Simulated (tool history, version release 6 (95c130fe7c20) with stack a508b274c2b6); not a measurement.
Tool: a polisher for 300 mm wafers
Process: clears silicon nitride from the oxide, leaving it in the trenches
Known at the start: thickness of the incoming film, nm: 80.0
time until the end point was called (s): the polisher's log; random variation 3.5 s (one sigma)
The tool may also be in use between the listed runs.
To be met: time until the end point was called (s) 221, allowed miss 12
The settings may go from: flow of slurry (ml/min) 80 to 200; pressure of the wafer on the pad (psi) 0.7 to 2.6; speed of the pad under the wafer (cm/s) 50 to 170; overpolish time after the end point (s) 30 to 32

| run | hour | flow of slurry (ml/min) | pressure of the wafer on the pad (psi) | speed of the pad under the wafer (cm/s) | overpolish time after the end point (s) | time until the end point was called (s) |
|---|---|---|---|---|---|---|
| 1 | 0 | 130 | 1.6 | 110 | 30 | 127.75 |
| 2 | 1 | 130 | 1.4 | 108 | 30 | 144.3 |
| 3 | 3.3 | 130 | 1.4 | 122 | 30 | 127.5 |
| 4 | 8.8 | 130 | 1.4 | 122 | 32 | 128.41 |
| 5 | 16.9 | 130 | 1.4 | 148 | 32 | 104.98 |
| 6 | 25 | 160 | 1.4 | 148 | 32 | 102.63 |
| 7 | 25.9 | 160 | 1.2 | 138 | 32 | 125.7 |
| 8 | 26.8 | 160 | 1.1 | 130 | 32 | 142.5 |
| 9 | 30.2 | 160 | 1 | 124 | 32 | 159.94 |
| 10 | 37.3 | 160 | 0.9 | 120 | 32 | 178.01 |
| 11 | 43.6 | 160 | 0.9 | 120 | 32 | 181.92 |
| 12 | 44.8 | 160 | 0.9 | 118 | 32 | 181.23 |
| 13 | 51.7 | 160 | 0.9 | 116 | 32 | 181.85 |
| 14 | 55.6 | 150 | 0.7 | 108 | 32 | 242.62 |
| 15 | 57.7 | 155 | 0.7 | 108 | 32 | 243.12 |
| 16 | 63.7 | 160 | 0.7 | 108 | 32 | 229.41 |
| 17 | 65.7 | 165 | 0.7 | 108 | 32 | 238.77 |

Which of these 5 next moves meets every target?
| A | 67.7 | 185 | 1 | 88 | 31 | ? |
| B | 67.7 | 150 | 0.7 | 94 | 30 | ? |
| C | 67.7 | 195 | 0.7 | 84 | 32 | ? |
| D | 67.7 | 180 | 0.7 | 100 | 30 | ? |
| E | 67.7 | 180 | 0.7 | 98 | 30 | ? |

| move | time until the end point was called (s) |
|---|---|
| A | 217.76 |
| B | 274.41 |
| C | 294.83 |
| D | 251.83 |
| E | 256.8 |
A: meets every target
B: further off than the last run
C: further off than the last run
D: further off than the last run
E: further off than the last run
Move A is the one to make.
